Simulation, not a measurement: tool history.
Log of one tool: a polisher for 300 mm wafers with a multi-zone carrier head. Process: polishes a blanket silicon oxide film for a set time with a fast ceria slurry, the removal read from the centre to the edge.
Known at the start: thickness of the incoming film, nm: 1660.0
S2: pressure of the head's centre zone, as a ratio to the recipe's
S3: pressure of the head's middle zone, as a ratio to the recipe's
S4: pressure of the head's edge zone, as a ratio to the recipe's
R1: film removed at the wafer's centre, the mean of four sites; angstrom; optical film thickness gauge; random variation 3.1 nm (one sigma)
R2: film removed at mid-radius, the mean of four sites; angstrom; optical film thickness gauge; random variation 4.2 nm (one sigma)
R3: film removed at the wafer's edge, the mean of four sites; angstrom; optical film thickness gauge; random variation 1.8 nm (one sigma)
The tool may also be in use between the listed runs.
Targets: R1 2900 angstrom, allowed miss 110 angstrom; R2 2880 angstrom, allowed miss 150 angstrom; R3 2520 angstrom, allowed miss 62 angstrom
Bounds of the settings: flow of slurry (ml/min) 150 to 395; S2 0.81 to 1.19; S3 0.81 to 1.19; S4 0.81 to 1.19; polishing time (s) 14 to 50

run 1 hour=0 | flow_of_slurry_(ml/min)=250 S2=1 S3=1 S4=1 polishing_time_(s)=32 | R1=5056.3 R2=5302.4 R3=5099.1
run 2 hour=1.5 | flow_of_slurry_(ml/min)=250 S2=1 S3=1 S4=1 polishing_time_(s)=37 | R1=5837.7 R2=6331.5 R3=5936.9
run 3 hour=10.4 | flow_of_slurry_(ml/min)=250 S2=1 S3=1 S4=1 polishing_time_(s)=30 | R1=4640.9 R2=5132.9 R3=4823.3
run 4 hour=11.6 | flow_of_slurry_(ml/min)=250 S2=1 S3=1 S4=0.93 polishing_time_(s)=30 | R1=4640.1 R2=5001 R3=4649.8
run 5 hour=14.7 | flow_of_slurry_(ml/min)=235 S2=1.01 S3=1 S4=0.91 polishing_time_(s)=28 | R1=4332.5 R2=4663.6 R3=4285
run 6 hour=23.1 | flow_of_slurry_(ml/min)=235 S2=1.01 S3=1 S4=0.87 polishing_time_(s)=28 | R1=4339.8 R2=4573.6 R3=4122.4
run 7 hour=28.3 | flow_of_slurry_(ml/min)=225 S2=1.02 S3=1 S4=0.86 polishing_time_(s)=26 | R1=4077.7 R2=4286.6 R3=3821.6
run 8 hour=33.7 | flow_of_slurry_(ml/min)=220 S2=1.03 S3=1 S4=0.85 polishing_time_(s)=24 | R1=3780.2 R2=4081.2 R3=3531.8
run 9 hour=39 | flow_of_slurry_(ml/min)=215 S2=1.04 S3=0.99 S4=0.84 polishing_time_(s)=23 | R1=3618.9 R2=3732.3 R3=3328.6
run 10 hour=41.3 | flow_of_slurry_(ml/min)=210 S2=1.05 S3=0.99 S4=0.84 polishing_time_(s)=22 | R1=3483.6 R2=3577.6 R3=3216.3
run 11 hour=45.8 | flow_of_slurry_(ml/min)=205 S2=1.06 S3=0.99 S4=0.84 polishing_time_(s)=21 | R1=3340.2 R2=3324.8 R3=3017.4
run 12 hour=53 | flow_of_slurry_(ml/min)=200 S2=1.06 S3=0.99 S4=0.84 polishing_time_(s)=21 | R1=3252.7 R2=3341.1 R3=3036.2
run 13 hour=55.3 | flow_of_slurry_(ml/min)=195 S2=1.07 S3=1 S4=0.84 polishing_time_(s)=21 | R1=3324 R2=3414.2 R3=2989.8
run 14 hour=63.1 | flow_of_slurry_(ml/min)=170 S2=1.09 S3=0.98 S4=0.81 polishing_time_(s)=15 | R1=2416 R2=2325.9 R3=2072.5
run 15 hour=65.7 | flow_of_slurry_(ml/min)=185 S2=1.09 S3=0.98 S4=0.81 polishing_time_(s)=15 | R1=2420.8 R2=2366.7 R3=2072.2
run 16 hour=69.7 | flow_of_slurry_(ml/min)=240 S2=1.18 S3=1.08 S4=0.91 polishing_time_(s)=18 | R1=3197.4 R2=3272.2 R3=2726.6
run 17 hour=74.6 | flow_of_slurry_(ml/min)=230 S2=1.18 S3=1.07 S4=0.91 polishing_time_(s)=18 | R1=3260.9 R2=3115 R3=2746.7
run 18 hour=79.1 | flow_of_slurry_(ml/min)=220 S2=1.17 S3=1.07 S4=0.9 polishing_time_(s)=18 | R1=3209.5 R2=3040.8 R3=2704.7

Which of these 4 next moves meets every target?
run A hour=83.6 | flow_of_slurry_(ml/min)=160 S2=1.19 S3=1.02 S4=0.98 polishing_time_(s)=17 | R1=? R2=? R3=?
run B hour=83.6 | flow_of_slurry_(ml/min)=205 S2=1.14 S3=1.08 S4=0.91 polishing_time_(s)=17 | R1=? R2=? R3=?
run C hour=83.6 | flow_of_slurry_(ml/min)=260 S2=1.17 S3=1.1 S4=0.86 polishing_time_(s)=16 | R1=? R2=? R3=?
run D hour=83.6 | flow_of_slurry_(ml/min)=150 S2=1.08 S3=0.98 S4=1.04 polishing_time_(s)=19 | R1=? R2=? R3=?

move=A R1=2866.6 R2=2654.2 R3=2529.2
move=B R1=2903.9 R2=2900 R3=2526.5
move=C R1=2907 R2=2860.4 R3=2376
move=D R1=2877 R2=2842.1 R3=2879.9
A: brings the result that was furthest off to its target, and leaves another outside
B: meets every target
C: takes the result that was furthest off past its target
D: further off than the last run
Answer: B
